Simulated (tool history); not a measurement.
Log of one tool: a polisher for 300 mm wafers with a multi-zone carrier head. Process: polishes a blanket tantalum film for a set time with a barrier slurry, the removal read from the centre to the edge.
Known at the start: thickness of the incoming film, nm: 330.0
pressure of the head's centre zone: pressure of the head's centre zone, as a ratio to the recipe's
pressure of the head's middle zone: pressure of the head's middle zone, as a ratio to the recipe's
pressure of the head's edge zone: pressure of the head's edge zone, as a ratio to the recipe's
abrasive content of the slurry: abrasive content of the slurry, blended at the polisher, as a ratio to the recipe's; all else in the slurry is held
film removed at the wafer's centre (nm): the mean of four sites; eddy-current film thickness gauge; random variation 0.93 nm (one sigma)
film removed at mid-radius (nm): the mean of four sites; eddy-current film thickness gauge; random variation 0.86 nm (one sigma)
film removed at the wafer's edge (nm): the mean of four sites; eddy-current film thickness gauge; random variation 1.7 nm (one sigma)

run  hour  flow of slurry (ml/min)  pressure of the head's centre zone  pressure of the head's middle zone  pressure of the head's edge zone  abrasive content of the slurry  polishing time (s)  film removed at the wafer's centre (nm)  film removed at mid-radius (nm)  film removed at the wafer's edge (nm)
  1     0                      170                                   1                                   1                                 1                               1                  73                                   111.29                           111.12                                 110.29
  2   0.7                      180                                1.01                                1.01                              1.02                               1                  73                                   114.04                           115.09                                 115.22
  3   1.9                      180                                1.01                                1.01                              1.07                               1                  73                                   117.13                           114.34                                 115.33
  4   7.6                      190                                1.01                                1.01                              1.08                               1                  73                                   116.41                           115.56                                 119.11
  5  15.3                      210                                1.01                                1.01                              1.08                               1                  73                                   117.33                           116.29                                 117.19
  6  23.5                      205                                1.01                                1.02                              1.09                               1                  73                                   117.99                           117.17                                  117.7
  7  24.1                      205                                1.01                                1.02                               1.1                               1                  73                                   117.17                           117.06                                 119.42
  8  25.4                      205                                1.02                                1.03                              1.11                               1                  73                                   117.37                           117.98                                  120.9

The next listed run, before its measurement:
  9  26.6                      210                                1.03                                1.04                              1.11                               1                  73                                        ?                                ?                                      ?

{"run 9": {"film removed at the wafer's centre (nm)": 119.05, "film removed at mid-radius (nm)": 118.2, "film removed at the wafer's edge (nm)": 116.73}}
